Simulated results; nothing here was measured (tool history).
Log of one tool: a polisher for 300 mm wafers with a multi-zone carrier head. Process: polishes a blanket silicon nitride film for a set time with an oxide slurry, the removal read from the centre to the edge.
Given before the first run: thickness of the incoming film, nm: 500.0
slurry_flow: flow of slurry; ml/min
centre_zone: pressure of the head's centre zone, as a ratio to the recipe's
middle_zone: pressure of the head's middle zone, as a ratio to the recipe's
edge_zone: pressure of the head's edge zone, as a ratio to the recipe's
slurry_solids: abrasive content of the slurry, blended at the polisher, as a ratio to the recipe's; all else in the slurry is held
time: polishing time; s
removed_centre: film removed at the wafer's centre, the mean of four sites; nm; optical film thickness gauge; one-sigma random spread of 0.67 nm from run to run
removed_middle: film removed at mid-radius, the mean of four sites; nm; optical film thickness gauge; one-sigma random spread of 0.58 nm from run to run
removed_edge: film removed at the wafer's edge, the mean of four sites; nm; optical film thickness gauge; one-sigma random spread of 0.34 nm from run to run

run,hour,slurry_flow,centre_zone,middle_zone,edge_zone,slurry_solids,time,removed_centre,removed_middle,removed_edge
1,0,285,1,1,1,1,61,39.041,37.462,37.577
2,4,290,1.01,1.01,1.04,1.15,61,41.275,40.005,39.9
3,10.3,290,1.01,1,1.07,1.25,62,44.414,42.598,42.906
4,12.8,295,1.01,0.99,1.1,1.3,62,44.407,41.964,44.651
5,15.3,300,1.02,1.01,1.12,1.35,62,47.311,43.879,45.087
6,20.5,300,1.02,1.01,1.17,1.35,62,47.413,43.616,46.372

Expected results for the next run?
7,25.8,305,1.01,1.02,1.18,1.4,62,?,?,?

Run 7 measured removed_centre 47.567 nm, removed_middle 44.667 nm, removed_edge 46.55 nm.

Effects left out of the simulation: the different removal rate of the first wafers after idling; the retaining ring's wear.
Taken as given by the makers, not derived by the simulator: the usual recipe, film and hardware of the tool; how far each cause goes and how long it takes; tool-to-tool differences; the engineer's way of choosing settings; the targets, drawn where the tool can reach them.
